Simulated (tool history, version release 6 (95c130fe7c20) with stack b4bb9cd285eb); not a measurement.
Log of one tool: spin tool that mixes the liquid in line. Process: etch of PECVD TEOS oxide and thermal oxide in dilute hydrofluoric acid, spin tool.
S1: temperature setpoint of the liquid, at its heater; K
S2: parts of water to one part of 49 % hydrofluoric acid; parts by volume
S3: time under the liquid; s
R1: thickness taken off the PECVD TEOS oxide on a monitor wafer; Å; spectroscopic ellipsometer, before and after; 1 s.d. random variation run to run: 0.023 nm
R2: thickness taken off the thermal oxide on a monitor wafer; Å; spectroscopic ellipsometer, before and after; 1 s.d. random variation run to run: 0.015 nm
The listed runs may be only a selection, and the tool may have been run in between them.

run,day,S1,S2,S3,R1,R2
1,0.000,297.15,230,180,81.309,29.617
2,0.333,297.15,170,180,117.180,42.641
3,0.412,297.15,210,180,90.447,33.185
4,0.462,297.15,145,180,140.990,51.458
5,0.533,297.15,110,180,192.910,70.269
# day 0.896: thermometer replaced
6,0.896,295.15,145,180,141.180,51.647
7,1.267,294.15,180,180,105.810,38.524

What will run 8 give?
8,1.425,294.15,180,180,?,?

{"run 8": {"R1": 103.93, "R2": 38.216}}

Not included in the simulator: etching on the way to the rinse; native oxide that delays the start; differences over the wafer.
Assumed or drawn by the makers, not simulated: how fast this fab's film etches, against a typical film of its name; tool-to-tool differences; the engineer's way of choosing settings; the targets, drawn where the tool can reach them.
